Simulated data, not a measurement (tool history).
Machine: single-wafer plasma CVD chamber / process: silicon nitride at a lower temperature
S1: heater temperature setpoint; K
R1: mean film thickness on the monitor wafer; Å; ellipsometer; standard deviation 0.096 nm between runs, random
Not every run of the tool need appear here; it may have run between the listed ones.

Run 1, day 0: S1 633.15 K, chamber pressure (mTorr) 1130, RF power (W) 330, deposition time (s) 34.2. Result: R1 408.33 Å.
Run 2, day 0.304: S1 633.15 K, chamber pressure (mTorr) 1130, RF power (W) 330, deposition time (s) 35.3. Result: R1 419.6 Å.
Run 3, day 0.638: S1 633.15 K, chamber pressure (mTorr) 1130, RF power (W) 295, deposition time (s) 35.3. Result: R1 373.98 Å.
Run 4, day 0.917: S1 633.15 K, chamber pressure (mTorr) 970, RF power (W) 295, deposition time (s) 35.3. Result: R1 359.37 Å.
Run 5, day 1.038: S1 633.15 K, chamber pressure (mTorr) 860, RF power (W) 295, deposition time (s) 35.3. Result: R1 342.03 Å.
Run 6, day 1.217: S1 633.15 K, chamber pressure (mTorr) 860, RF power (W) 295, deposition time (s) 35.3. Result: R1 344.25 Å.
Run 7, day 1.533: S1 633.15 K, chamber pressure (mTorr) 720, RF power (W) 240, deposition time (s) 34.8. Result: R1 248.71 Å.
Run 8, day 1.9: S1 633.15 K, chamber pressure (mTorr) 800, RF power (W) 240, deposition time (s) 34.8. Result: R1 257.35 Å.
Run 9, day 2.167: S1 633.15 K, chamber pressure (mTorr) 870, RF power (W) 240, deposition time (s) 34.8. Result: R1 262.74 Å.

What does the tool deliver on the next run?
Run 10, day 2.392: S1 633.15 K, chamber pressure (mTorr) 930, RF power (W) 240, deposition time (s) 34.8. Result: R1 ?.

R1: 270.03 Å
